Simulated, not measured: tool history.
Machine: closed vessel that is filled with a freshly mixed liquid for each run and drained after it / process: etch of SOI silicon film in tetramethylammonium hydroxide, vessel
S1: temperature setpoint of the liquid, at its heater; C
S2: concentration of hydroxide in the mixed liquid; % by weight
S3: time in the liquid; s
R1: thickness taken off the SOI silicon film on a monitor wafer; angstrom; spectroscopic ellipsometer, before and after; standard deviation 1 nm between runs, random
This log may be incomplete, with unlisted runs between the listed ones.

run	hour	S1	S2	S3	R1
1	0.0	74.0	9.5	30	2726.1
2	8.7	71.5	9.5	30	2358.8
3	16.9	67.5	9.5	30	1836.7
4	25.9	67.5	10.0	30	1824.7
5	34.7	69.5	10.0	30	2050.8
6	42.3	68.5	10.0	30	1923.4
7	47.7	67.5	10.0	30	1815.7
8	52.7	67.0	10.0	30	1760.3

Forecast run 9:
9	59.5	66.5	10.0	30	?

{"run 9": {"R1": 1685.7}}
